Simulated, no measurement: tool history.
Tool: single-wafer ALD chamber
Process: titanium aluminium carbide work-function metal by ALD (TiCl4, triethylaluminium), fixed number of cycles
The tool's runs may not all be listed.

| run | hour | heater temperature setpoint (deg C) | triethylaluminium pulse time (s) | mean film thickness on the monitor wafer (nm) |
|---|---|---|---|---|
| 1 | 0.0 | 280 | 10.16 | 1.8027 |
| 2 | 5.9 | 280 | 12.20 | 1.8412 |
| 3 | 9.5 | 280 | 10.52 | 1.8204 |
| 4 | 16.7 | 280 | 12.57 | 1.8523 |
| 5 | 19.6 | 275 | 12.57 | 1.8054 |
| 6 | 22.6 | 272 | 12.19 | 1.7555 |

Forecast run 7:
| 7 | 30.3 | 270 | 12.02 | ? |

Run 7 yielded mean film thickness on the monitor wafer (nm) 1.7366.
